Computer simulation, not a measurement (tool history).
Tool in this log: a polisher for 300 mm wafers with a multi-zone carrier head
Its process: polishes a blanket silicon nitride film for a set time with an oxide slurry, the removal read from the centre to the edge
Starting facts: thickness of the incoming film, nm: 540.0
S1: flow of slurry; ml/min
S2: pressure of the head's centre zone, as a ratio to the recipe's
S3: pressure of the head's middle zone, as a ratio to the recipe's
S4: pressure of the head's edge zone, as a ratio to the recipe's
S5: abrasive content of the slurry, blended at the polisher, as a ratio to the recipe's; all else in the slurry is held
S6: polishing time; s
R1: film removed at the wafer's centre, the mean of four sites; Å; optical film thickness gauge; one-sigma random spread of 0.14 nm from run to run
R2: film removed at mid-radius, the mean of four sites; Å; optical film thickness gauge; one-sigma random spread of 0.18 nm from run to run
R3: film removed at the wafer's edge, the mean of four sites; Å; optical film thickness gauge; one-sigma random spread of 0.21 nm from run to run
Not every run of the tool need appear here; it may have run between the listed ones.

run    day   S1    S2    S3    S4    S5  S6      R1      R2      R3
  1  0.000  180  1.00  1.00  1.00  1.00  34  181.72  181.59  180.71
  2  0.075  180  1.00  1.00  1.00  1.00  41  216.46  223.41  215.68
  3  0.233  180  1.00  0.95  1.00  1.00  41  216.26  213.00  218.10
  4  0.588  180  1.00  1.02  1.00  1.00  41  217.68  226.26  214.90
  5  0.638  170  1.02  0.97  0.98  1.00  41  220.98  213.64  212.09
  6  0.796  170  1.02  0.97  0.98  1.15  41  238.19  229.86  226.21
  7  1.092  160  1.03  0.93  0.96  1.10  41  231.96  217.83  221.05
  8  1.308  155  1.05  0.90  0.95  1.05  41  229.67  205.40  214.35

Forecast run 9:
  9  1.646  150  1.06  0.88  0.94  1.00  41   ?   ?   ?

{"run 9": {"R1": 225.21, "R2": 197.12, "R3": 208.62}}
